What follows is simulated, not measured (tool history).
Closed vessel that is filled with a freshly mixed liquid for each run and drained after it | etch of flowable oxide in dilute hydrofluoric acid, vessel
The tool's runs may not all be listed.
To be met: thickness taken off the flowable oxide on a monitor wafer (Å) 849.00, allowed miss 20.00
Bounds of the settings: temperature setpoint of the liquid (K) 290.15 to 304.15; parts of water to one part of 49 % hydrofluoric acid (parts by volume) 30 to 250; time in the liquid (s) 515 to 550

run  hour  temperature setpoint of the liquid (K)  parts of water to one part of 49 % hydrofluoric acid (parts by volume)  time in the liquid (s)  thickness taken off the flowable oxide on a monitor wafer (Å)
  1   0.0                                  296.15                                                                     140                     515                                                         886.13
  2   2.5                                  296.15                                                                     170                     515                                                         706.73
  3  10.2                                  297.15                                                                     170                     515                                                         736.34
  4  12.1                                  297.15                                                                     135                     515                                                         944.47
  5  13.8                                  295.65                                                                     135                     515                                                         905.83
     16.7  -- thermometer replaced
  6  16.7                                  295.65                                                                     105                     515                                                        1323.40
  7  24.0                                  294.65                                                                     115                     515                                                        1137.30
  8  24.9                                  293.65                                                                     120                     515                                                        1054.30
  9  29.4                                  293.15                                                                     125                     515                                                         982.53
 10  34.9                                  292.65                                                                     125                     515                                                         954.90
 11  39.6                                  292.15                                                                     125                     515                                                         929.45

5 next moves are on the table. One of them brings every result within its allowed miss. Which?
  A  44.3                                  294.15                                                                     145                     515                                                              ?
  B  44.3                                  291.65                                                                     130                     540                                                              ?
  C  44.3                                  291.65                                                                     115                     515                                                              ?
  D  44.3                                  291.65                                                                     120                     550                                                              ?
  E  44.3                                  290.15                                                                     105                     515                                                              ?

move  thickness taken off the flowable oxide on a monitor wafer (Å)
   A                                                         863.02
   B                                                         927.34
   C                                                        1015.50
   D                                                        1033.90
   E                                                        1055.80
A: meets every target
B: as far off as the last run
C: further off than the last run
D: further off than the last run
E: further off than the last run
Move A is the one to make.
